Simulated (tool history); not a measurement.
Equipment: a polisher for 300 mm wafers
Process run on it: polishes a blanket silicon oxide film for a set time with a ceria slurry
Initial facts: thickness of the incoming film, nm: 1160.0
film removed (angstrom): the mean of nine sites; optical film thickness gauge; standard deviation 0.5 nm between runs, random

| run | hour | flow of slurry (ml/min) | pressure of the wafer on the pad (kPa) | speed of the pad under the wafer (m/s) | polishing time (s) | film removed (angstrom) |
|---|---|---|---|---|---|---|
| 1 | 0.0 | 280 | 15.9 | 1.34 | 26 | 1077.70 |
| 2 | 7.3 | 275 | 15.2 | 1.34 | 26 | 1050.60 |
| 3 | 8.9 | 275 | 15.2 | 1.34 | 26 | 1041.70 |
| 4 | 13.1 | 275 | 14.5 | 1.34 | 26 | 996.92 |
| 5 | 15.0 | 275 | 14.5 | 1.34 | 23 | 875.75 |
| 6 | 15.8 | 270 | 14.5 | 1.34 | 23 | 879.36 |
| 7 | 21.3 | 260 | 14.5 | 1.34 | 23 | 877.71 |

Run 8 comes next. What will it give?
| 8 | 23.9 | 250 | 14.5 | 1.34 | 23 | ? |

film removed (angstrom): 867.92
